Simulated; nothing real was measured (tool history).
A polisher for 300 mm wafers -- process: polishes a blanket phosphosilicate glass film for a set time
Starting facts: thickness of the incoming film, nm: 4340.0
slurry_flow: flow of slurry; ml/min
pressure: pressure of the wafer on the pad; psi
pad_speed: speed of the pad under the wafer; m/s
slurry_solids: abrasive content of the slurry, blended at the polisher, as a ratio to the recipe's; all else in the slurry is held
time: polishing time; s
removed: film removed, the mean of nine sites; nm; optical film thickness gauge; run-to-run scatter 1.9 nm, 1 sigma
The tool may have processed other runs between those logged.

run    day  slurry_flow  pressure  pad_speed  slurry_solids  time  removed
  1      0          175       2.1       1.24              1    62   379.41
  2  0.062          175       2.6       1.24              1    62   454.49
  3  0.375          175       2.6       1.24              1    62    456.5
  4  0.617          175       2.6       1.24              1    62   459.54
  5  0.929          175       2.3       1.16              1    62   390.26
  6  0.958          175         2       1.08              1    62   324.69
  7  1.133          175       1.8       1.04              1    62    287.6
  8  1.204          175       1.6          1              1    62    248.7
  9  1.571          175       1.5          1              1    62   238.07
 10  1.879          175       1.4          1              1    62   228.88
 11  1.975          175       1.3          1              1    62   214.32

For run 12, what comes out?
 12  2.183          175       1.2          1              1    62        ?

{"run 12": {"removed": 198.85}}
